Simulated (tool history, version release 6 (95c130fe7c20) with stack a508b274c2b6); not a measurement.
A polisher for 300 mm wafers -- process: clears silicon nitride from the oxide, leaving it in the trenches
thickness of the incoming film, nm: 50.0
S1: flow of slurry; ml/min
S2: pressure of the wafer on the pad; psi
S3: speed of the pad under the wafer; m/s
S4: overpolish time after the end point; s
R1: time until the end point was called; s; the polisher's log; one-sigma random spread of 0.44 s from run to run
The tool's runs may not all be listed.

run 1 day=0 | S1=270 S2=2 S3=1.02 S4=7 | R1=62.783
run 2 day=0.233 | S1=340 S2=2 S3=1.02 S4=7 | R1=61.075
run 3 day=0.404 | S1=340 S2=2.2 S3=1.02 S4=7 | R1=56.639
run 4 day=0.679 | S1=340 S2=2.2 S3=1.02 S4=7 | R1=56.312
run 5 day=0.833 | S1=340 S2=2.4 S3=1.02 S4=7 | R1=51.512
run 6 day=1.029 | S1=305 S2=2.4 S3=1.02 S4=7 | R1=52.152
run 7 day=1.175 | S1=305 S2=2.6 S3=1.02 S4=7 | R1=47.982
run 8 day=1.238 | S1=305 S2=2.7 S3=1.02 S4=7 | R1=46.378

For run 9, what comes out?
run 9 day=1.262 | S1=305 S2=2.8 S3=1.02 S4=7 | R1=?

Run 9 yielded R1 44.708 s.
